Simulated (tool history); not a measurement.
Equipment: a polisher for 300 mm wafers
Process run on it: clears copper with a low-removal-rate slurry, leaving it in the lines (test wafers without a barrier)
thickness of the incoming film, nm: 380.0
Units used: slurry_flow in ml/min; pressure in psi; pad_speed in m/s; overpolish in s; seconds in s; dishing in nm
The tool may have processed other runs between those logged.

Run 1, hour 0: slurry_flow 150 ml/min, pressure 3.8 psi, pad_speed 1.16 m/s, slurry_solids 1, overpolish 26 s. Result: seconds 89.905 s, dishing 69.446 nm.
Run 2, hour 3.7: slurry_flow 150 ml/min, pressure 4.1 psi, pad_speed 1.18 m/s, slurry_solids 1, overpolish 26 s. Result: seconds 80.911 s, dishing 75.637 nm.
Run 3, hour 7.8: slurry_flow 150 ml/min, pressure 4.1 psi, pad_speed 1.18 m/s, slurry_solids 0.9, overpolish 26 s. Result: seconds 83.801 s, dishing 72.98 nm.
Run 4, hour 14.6: slurry_flow 150 ml/min, pressure 4.1 psi, pad_speed 1.18 m/s, slurry_solids 1.05, overpolish 26 s. Result: seconds 81.235 s, dishing 74.221 nm.
Run 5, hour 16: slurry_flow 150 ml/min, pressure 4.3 psi, pad_speed 1.2 m/s, slurry_solids 1.05, overpolish 26 s. Result: seconds 75.352 s, dishing 79.815 nm.
Run 6, hour 17.7: slurry_flow 150 ml/min, pressure 4.5 psi, pad_speed 1.22 m/s, slurry_solids 1.05, overpolish 26 s. Result: seconds 70.806 s, dishing 82.93 nm.
Run 7, hour 22.3: slurry_flow 150 ml/min, pressure 4.7 psi, pad_speed 1.24 m/s, slurry_solids 1.05, overpolish 26 s. Result: seconds 66.671 s, dishing 88.715 nm.

What does the tool deliver on the next run?
Run 8, hour 28.5: slurry_flow 150 ml/min, pressure 4.9 psi, pad_speed 1.26 m/s, slurry_solids 1.05, overpolish 26 s. Result: seconds ?, dishing ?.

seconds: 63.513 s
dishing: 91.263 nm
